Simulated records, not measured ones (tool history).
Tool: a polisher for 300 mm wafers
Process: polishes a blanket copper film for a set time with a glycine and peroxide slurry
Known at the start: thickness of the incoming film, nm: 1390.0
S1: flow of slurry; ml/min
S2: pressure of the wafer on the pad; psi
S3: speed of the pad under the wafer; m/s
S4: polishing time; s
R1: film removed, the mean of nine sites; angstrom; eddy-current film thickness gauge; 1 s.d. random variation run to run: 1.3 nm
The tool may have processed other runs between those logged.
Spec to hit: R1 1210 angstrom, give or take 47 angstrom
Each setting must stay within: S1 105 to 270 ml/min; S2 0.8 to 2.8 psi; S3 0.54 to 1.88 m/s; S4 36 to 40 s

run,hour,S1,S2,S3,S4,R1
1,0,175,1.8,1.2,40,1708
2,5.6,175,1.8,1.2,40,1704.5
3,9.9,175,1.8,1.4,40,1919
4,11.8,175,1.5,1.38,40,1689.4
5,16.8,175,1.5,1.38,40,1654.6
6,18.5,175,1.3,1.36,40,1514.3
7,24.3,175,1.2,1.36,40,1398.3
8,27.9,175,1.1,1.36,40,1324.5

Which one of the following 5 next-run settings gets every result inside its allowed miss? There is exactly one.
A,31.5,185,1.3,1.22,39,?
B,31.5,170,1.4,1.38,38,?
C,31.5,165,0.9,1.5,39,?
D,31.5,195,1.1,1.38,38,?
E,31.5,145,1.4,1.3,40,?

move,R1
A,1374.9
B,1526
C,1231.5
D,1321.3
E,1490.1
A: the biggest miss grows against the last run
B: the biggest miss grows against the last run
C: in spec on every target
D: neither nearer nor further off than the last run
E: the biggest miss grows against the last run
Go with C: it meets all targets.
